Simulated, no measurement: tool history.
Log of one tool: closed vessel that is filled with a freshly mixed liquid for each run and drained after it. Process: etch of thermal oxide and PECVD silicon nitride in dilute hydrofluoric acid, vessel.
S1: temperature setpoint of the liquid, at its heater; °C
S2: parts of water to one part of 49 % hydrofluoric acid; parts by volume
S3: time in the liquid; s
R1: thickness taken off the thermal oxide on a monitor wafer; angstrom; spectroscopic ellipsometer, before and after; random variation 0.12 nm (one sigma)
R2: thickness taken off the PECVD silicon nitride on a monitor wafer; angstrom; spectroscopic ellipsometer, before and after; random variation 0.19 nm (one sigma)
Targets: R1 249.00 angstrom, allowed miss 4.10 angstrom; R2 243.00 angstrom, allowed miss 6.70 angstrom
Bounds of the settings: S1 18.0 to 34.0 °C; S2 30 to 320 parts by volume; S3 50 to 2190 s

run  hour    S1   S2    S3      R1      R2
  1   0.0  26.0  175  1120  278.40  287.23
  2   6.6  23.0  175  1120  248.69  233.78
  3   8.2  25.0  175  1120  270.54  265.86
  4  15.2  28.5  175  1120  306.48  335.03
  5  22.8  27.5  175  1120  297.52  309.64
  6  30.1  27.5  175  1515  399.25  423.54
  7  37.2  26.0  185  1535  357.84  372.93
  8  40.8  25.0  195  1555  327.04  330.68
     41.9  -- thermometer replaced
  9  41.9  24.5  205  1565  323.61  339.82

5 next moves are on the table. One of them brings every result within its allowed miss. Which?
  A  43.0  24.5  160  1620   ?   ?
  B  43.0  18.0  145  1000   ?   ?
  C  43.0  20.0  150  1070   ?   ?
  D  43.0  22.0  200  1280   ?   ?
  E  43.0  18.0  140   980   ?   ?

move      R1      R2
   A  448.99  443.70
   B  240.81  196.36
   C  268.58  232.66
   D  247.29  239.60
   E  245.65  199.08
A: further off than the last run
B: takes the result that was furthest off past its target
C: nearer than the last run, and not there yet
D: meets every target
E: brings the result that was furthest off to its target, and leaves another outside
Answer: D
